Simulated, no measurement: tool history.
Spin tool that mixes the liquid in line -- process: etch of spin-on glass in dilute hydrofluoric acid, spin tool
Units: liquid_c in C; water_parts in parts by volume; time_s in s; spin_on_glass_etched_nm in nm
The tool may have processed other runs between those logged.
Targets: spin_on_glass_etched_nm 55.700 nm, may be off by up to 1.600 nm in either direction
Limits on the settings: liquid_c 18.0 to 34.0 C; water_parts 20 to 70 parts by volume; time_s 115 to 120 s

run	day	liquid_c	water_parts	time_s	spin_on_glass_etched_nm
1	0.000	26.0	40	115	76.628
2	0.317	23.5	40	115	69.303
3	0.471	23.5	40	120	72.299
4	0.804	20.5	40	120	64.043
5	1.008	19.5	40	120	60.200
6	1.108	21.5	40	120	65.878
7	1.217	20.5	40	120	63.007
8	1.462	19.5	40	120	59.687

Consider the 4 candidate settings below. Which is the only one whose results all fall within their allowed miss of target?
A	1.708	22.0	40	115	?
B	1.708	19.0	35	120	?
C	1.708	18.5	40	115	?
D	1.708	20.5	45	115	?

move	spin_on_glass_etched_nm
A	63.829
B	67.379
C	54.969
D	52.918
A: moves away from the targets compared with the last run
B: moves away from the targets compared with the last run
C: each result inside its tolerance
D: takes the biggest miss from the last run beyond its target
Correct choice: C, which meets every target

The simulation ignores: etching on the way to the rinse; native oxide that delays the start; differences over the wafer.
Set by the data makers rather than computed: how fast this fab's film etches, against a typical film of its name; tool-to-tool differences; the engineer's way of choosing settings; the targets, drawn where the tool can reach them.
